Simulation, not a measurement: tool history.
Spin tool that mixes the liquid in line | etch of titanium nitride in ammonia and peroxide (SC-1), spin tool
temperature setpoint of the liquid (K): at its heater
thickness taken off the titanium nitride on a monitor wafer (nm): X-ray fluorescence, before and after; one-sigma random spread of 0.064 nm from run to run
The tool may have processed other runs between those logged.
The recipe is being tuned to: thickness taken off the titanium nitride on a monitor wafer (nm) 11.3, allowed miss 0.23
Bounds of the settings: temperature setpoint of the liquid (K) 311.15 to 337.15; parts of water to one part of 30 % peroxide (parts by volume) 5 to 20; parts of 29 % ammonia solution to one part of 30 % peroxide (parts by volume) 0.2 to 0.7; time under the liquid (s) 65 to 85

run	hour	temperature setpoint of the liquid (K)	parts of water to one part of 30 % peroxide (parts by volume)	parts of 29 % ammonia solution to one part of 30 % peroxide (parts by volume)	time under the liquid (s)	thickness taken off the titanium nitride on a monitor wafer (nm)
1	0	321.15	11	0.4	85	3.9503
2	8.4	321.15	14	0.4	85	3.452
3	17.1	325.15	13.5	0.4	85	4.7427
4	20.5	329.65	13.5	0.4	85	6.4753
5	26	329.65	13.5	0.3	85	6.0976
6	34.7	331.65	13	0.3	85	7.1079
7	43.4	333.15	12.5	0.3	85	8.0434
# hour 47.8: heated supply line repaired
8	47.8	334.15	12	0.3	85	11.022

Next run, 4 choices. One meets every target within its allowed miss, the rest don't. Which?
A	52.2	335.15	9.5	0.35	70	?
B	52.2	335.65	13.5	0.3	80	?
C	52.2	333.15	10	0.3	80	?
D	52.2	335.65	11.5	0.25	75	?

move	thickness taken off the titanium nitride on a monitor wafer (nm)
A	11.262
B	10.699
C	10.691
D	10.577
A: each result inside its tolerance
B: misses by more than the last run did
C: misses by more than the last run did
D: misses by more than the last run did
Answer: A

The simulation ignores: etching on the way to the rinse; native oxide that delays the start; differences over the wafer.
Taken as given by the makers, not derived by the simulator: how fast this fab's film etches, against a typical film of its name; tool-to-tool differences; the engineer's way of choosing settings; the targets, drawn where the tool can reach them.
